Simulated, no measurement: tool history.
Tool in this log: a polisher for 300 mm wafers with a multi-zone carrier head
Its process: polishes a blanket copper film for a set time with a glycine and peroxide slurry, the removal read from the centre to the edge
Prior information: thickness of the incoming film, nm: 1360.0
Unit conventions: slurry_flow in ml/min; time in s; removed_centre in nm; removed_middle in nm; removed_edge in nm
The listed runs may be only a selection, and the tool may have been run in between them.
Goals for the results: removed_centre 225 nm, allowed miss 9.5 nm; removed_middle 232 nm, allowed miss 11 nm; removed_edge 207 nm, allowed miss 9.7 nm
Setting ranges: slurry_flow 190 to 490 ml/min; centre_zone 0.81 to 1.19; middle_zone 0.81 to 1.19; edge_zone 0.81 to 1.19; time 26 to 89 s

run	day	slurry_flow	centre_zone	middle_zone	edge_zone	time	removed_centre	removed_middle	removed_edge
1	0	315	1	1	1	57	166.93	165.17	161.17
2	0.146	315	0.96	1	1	57	160.77	163.82	162.06
3	0.396	315	0.99	1.03	1.01	60	171.6	181.35	164.55
4	0.6	265	0.99	1.03	1.01	60	164.99	179.91	167.58
5	0.762	265	1.01	1.03	1.01	63	183.83	183.43	171.46
6	1.067	270	1.01	1.04	1.03	66	188.64	193.71	180.93
7	1.146	270	1.01	1.05	1.03	68	199.85	199.59	188.33
8	1.271	275	1.01	1.07	1.04	70	205.99	209.04	198.46
9	1.3	280	1.02	1.09	1.04	71	210.32	214.89	199.75
10	1.625	285	1.03	1.1	1.04	72	213.21	226.4	195.38
11	1.854	285	1.03	1.1	1.04	72	216.27	224.63	201.45
12	1.958	290	1.03	1.1	1.04	72	218.94	226.54	202.21

Consider the 5 candidate settings below. Which is the only one whose results all fall within their allowed miss of target?
A	2.062	285	0.96	1.19	1.08	71	?	?	?
B	2.062	305	1	1.19	1.02	71	?	?	?
C	2.062	340	1.01	1.02	1.08	72	?	?	?
D	2.062	215	1.07	1.14	1.08	75	?	?	?
E	2.062	330	1	1.12	1.03	70	?	?	?

move	removed_centre	removed_middle	removed_edge
A	196.76	231.71	203
B	206.72	233.4	200.04
C	214.04	211.56	209.16
D	222.08	227.42	208.5
E	205.51	220.9	199.27
A: lands further from the targets than the last run did
B: lands further from the targets than the last run did
C: lands further from the targets than the last run did
D: all results land within tolerance of their targets
E: lands further from the targets than the last run did
D is the move that brings every result within its allowed miss.

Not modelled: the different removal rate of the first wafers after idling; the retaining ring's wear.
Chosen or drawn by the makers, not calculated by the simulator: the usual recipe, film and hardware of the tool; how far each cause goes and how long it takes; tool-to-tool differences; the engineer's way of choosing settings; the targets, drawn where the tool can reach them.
